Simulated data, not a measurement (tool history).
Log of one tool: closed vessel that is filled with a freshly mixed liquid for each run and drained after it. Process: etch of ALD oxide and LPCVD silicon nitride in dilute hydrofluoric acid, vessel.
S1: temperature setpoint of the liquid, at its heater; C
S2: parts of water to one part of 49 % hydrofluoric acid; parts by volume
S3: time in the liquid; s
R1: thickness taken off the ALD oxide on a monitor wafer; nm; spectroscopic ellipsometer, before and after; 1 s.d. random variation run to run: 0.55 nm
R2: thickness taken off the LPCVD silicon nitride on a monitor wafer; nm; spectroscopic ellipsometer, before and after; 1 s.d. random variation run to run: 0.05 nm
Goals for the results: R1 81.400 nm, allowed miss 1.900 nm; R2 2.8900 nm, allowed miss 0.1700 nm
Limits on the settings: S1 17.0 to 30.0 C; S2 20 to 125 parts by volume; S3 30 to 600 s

Run 1, hour 0.0: S1 22.0 C, S2 70 parts by volume, S3 305 s. Result: R1 40.598 nm, R2 1.5394 nm.
Run 2, hour 4.4: S1 22.0 C, S2 70 parts by volume, S3 390 s. Result: R1 52.103 nm, R2 1.9381 nm.
Run 3, hour 13.1: S1 22.0 C, S2 65 parts by volume, S3 390 s. Result: R1 56.321 nm, R2 2.1571 nm.
Run 4, hour 16.4: S1 22.0 C, S2 85 parts by volume, S3 390 s. Result: R1 42.312 nm, R2 1.5593 nm.
Run 5, hour 22.6: S1 22.0 C, S2 85 parts by volume, S3 325 s. Result: R1 34.644 nm, R2 1.3565 nm.
Run 6, hour 31.4: S1 22.0 C, S2 80 parts by volume, S3 325 s. Result: R1 37.292 nm, R2 1.4634 nm.
Run 7, hour 35.2: S1 22.0 C, S2 75 parts by volume, S3 325 s. Result: R1 39.917 nm, R2 1.5292 nm.
Run 8, hour 38.6: S1 22.0 C, S2 70 parts by volume, S3 325 s. Result: R1 43.790 nm, R2 1.5939 nm.
Run 9, hour 39.4: S1 22.5 C, S2 65 parts by volume, S3 320 s. Result: R1 47.694 nm, R2 1.8285 nm.
Run 10, hour 43.5: S1 22.5 C, S2 65 parts by volume, S3 320 s. Result: R1 47.151 nm, R2 1.8082 nm.
Run 11, hour 45.9: S1 23.0 C, S2 35 parts by volume, S3 300 s. Result: R1 87.696 nm, R2 3.1942 nm.
Run 12, hour 47.3: S1 22.5 C, S2 35 parts by volume, S3 300 s. Result: R1 85.823 nm, R2 3.0495 nm.
Run 13, hour 54.9: S1 22.0 C, S2 40 parts by volume, S3 300 s. Result: R1 72.915 nm, R2 2.6784 nm.
Run 14, hour 55.9: S1 22.5 C, S2 40 parts by volume, S3 300 s. Result: R1 74.165 nm, R2 2.6505 nm.
Run 15, hour 61.1: S1 23.0 C, S2 40 parts by volume, S3 295 s. Result: R1 74.900 nm, R2 2.7527 nm.
Run 16, hour 63.8: S1 22.5 C, S2 35 parts by volume, S3 295 s. Result: R1 83.118 nm, R2 3.0226 nm.

Next run, 5 choices. One meets every target within its allowed miss, the rest don't. Which?
Run A, hour 66.5: S1 21.5 C, S2 40 parts by volume, S3 340 s. Result: R1 ?, R2 ?.
Run B, hour 66.5: S1 27.5 C, S2 45 parts by volume, S3 300 s. Result: R1 ?, R2 ?.
Run C, hour 66.5: S1 26.0 C, S2 35 parts by volume, S3 255 s. Result: R1 ?, R2 ?.
Run D, hour 66.5: S1 19.0 C, S2 50 parts by volume, S3 505 s. Result: R1 ?, R2 ?.
Run E, hour 66.5: S1 22.5 C, S2 45 parts by volume, S3 390 s. Result: R1 ?, R2 ?.

move      R1      R2
   A  80.506  2.8381
   B  80.325  3.3456
   C  83.790  3.2912
   D  84.971  2.8527
   E  85.068  3.1095
A: every result within its allowed miss
B: brings the last run's worst result on target, with another outside its allowed miss
C: misses by more than the last run did
D: misses by more than the last run did
E: misses by more than the last run did
Answer: A

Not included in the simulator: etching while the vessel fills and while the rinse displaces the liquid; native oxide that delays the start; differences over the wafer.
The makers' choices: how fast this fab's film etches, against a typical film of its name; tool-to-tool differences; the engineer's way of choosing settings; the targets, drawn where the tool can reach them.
